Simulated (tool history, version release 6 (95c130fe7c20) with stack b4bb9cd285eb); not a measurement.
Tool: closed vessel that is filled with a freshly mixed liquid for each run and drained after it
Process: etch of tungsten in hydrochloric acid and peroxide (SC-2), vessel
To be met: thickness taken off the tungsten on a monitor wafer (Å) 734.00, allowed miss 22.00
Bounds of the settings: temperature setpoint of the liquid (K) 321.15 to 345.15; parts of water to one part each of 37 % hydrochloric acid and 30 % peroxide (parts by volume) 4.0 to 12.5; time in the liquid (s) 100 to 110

run	day	temperature setpoint of the liquid (K)	parts of water to one part each of 37 % hydrochloric acid and 30 % peroxide (parts by volume)	time in the liquid (s)	thickness taken off the tungsten on a monitor wafer (Å)
1	0.000	337.15	7.0	100	882.79
2	0.325	337.15	5.5	100	1056.30
3	0.658	340.65	5.5	100	1299.30
4	1.017	338.65	5.5	100	1163.10
5	1.383	345.15	5.5	100	1708.20
6	1.621	345.15	4.0	100	2138.30
7	1.646	341.15	4.0	100	1690.70
8	1.892	338.15	4.0	100	1401.30
9	1.983	335.65	4.0	100	1202.30
10	2.325	333.65	4.0	100	1064.00
11	2.483	332.15	4.0	100	962.23
12	2.550	331.15	4.0	100	897.77
13	2.621	330.65	4.0	100	872.81
14	2.712	330.15	4.0	100	850.55
15	3.038	329.65	4.0	100	825.18
16	3.271	329.15	4.0	100	797.49
17	3.400	328.65	4.0	100	774.08

5 next moves are on the table. One of them brings every result within its allowed miss. Which?
A	3.529	328.65	4.0	110	?
B	3.529	328.15	4.0	110	?
C	3.529	333.65	6.0	105	?
D	3.529	335.15	7.5	100	?
E	3.529	328.15	4.0	105	?

move	thickness taken off the tungsten on a monitor wafer (Å)
A	848.47
B	821.52
C	834.41
D	734.71
E	784.18
A: further off than the last run
B: further off than the last run
C: further off than the last run
D: meets every target
E: further off than the last run
The right move is D.

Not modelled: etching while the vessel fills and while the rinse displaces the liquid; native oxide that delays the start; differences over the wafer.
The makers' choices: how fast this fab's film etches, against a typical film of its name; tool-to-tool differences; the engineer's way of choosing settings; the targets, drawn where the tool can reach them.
